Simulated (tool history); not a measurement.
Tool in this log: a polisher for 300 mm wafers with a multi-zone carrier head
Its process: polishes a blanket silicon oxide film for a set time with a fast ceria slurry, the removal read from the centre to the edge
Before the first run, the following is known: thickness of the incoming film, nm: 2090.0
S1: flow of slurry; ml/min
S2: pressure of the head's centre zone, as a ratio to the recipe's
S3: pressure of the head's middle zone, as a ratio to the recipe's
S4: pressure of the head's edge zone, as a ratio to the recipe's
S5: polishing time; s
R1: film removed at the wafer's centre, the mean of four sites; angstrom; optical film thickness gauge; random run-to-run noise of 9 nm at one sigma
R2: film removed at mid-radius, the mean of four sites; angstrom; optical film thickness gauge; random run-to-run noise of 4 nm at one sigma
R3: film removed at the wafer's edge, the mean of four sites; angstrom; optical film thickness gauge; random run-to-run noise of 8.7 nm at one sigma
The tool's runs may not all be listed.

Run 1, hour 0.0: S1 255 ml/min, S2 1.00, S3 1.00, S4 1.00, S5 52 s. Result: R1 5973.2 angstrom, R2 6130.7 angstrom, R3 6072.3 angstrom.
Run 2, hour 5.3: S1 255 ml/min, S2 1.00, S3 1.00, S4 1.00, S5 58 s. Result: R1 6693.8 angstrom, R2 6891.1 angstrom, R3 6865.3 angstrom.
Run 3, hour 6.5: S1 250 ml/min, S2 1.00, S3 0.95, S4 0.98, S5 57 s. Result: R1 6626.4 angstrom, R2 6566.3 angstrom, R3 6530.1 angstrom.
Run 4, hour 10.9: S1 245 ml/min, S2 1.00, S3 0.91, S4 1.00, S5 55 s. Result: R1 6383.6 angstrom, R2 6017.6 angstrom, R3 6577.4 angstrom.
Run 5, hour 13.9: S1 240 ml/min, S2 1.00, S3 0.89, S4 0.98, S5 54 s. Result: R1 6234.3 angstrom, R2 5734.3 angstrom, R3 6232.3 angstrom.
Run 6, hour 15.8: S1 230 ml/min, S2 1.00, S3 0.88, S4 0.97, S5 54 s. Result: R1 6190.8 angstrom, R2 5746.0 angstrom, R3 6209.3 angstrom.

What will run 7 give?
Run 7, hour 21.9: S1 225 ml/min, S2 1.00, S3 0.86, S4 0.96, S5 54 s. Result: R1 ?, R2 ?, R3 ?.

Run 7 produced R1 6197.3 angstrom, R2 5634.5 angstrom, R3 6129.3 angstrom.

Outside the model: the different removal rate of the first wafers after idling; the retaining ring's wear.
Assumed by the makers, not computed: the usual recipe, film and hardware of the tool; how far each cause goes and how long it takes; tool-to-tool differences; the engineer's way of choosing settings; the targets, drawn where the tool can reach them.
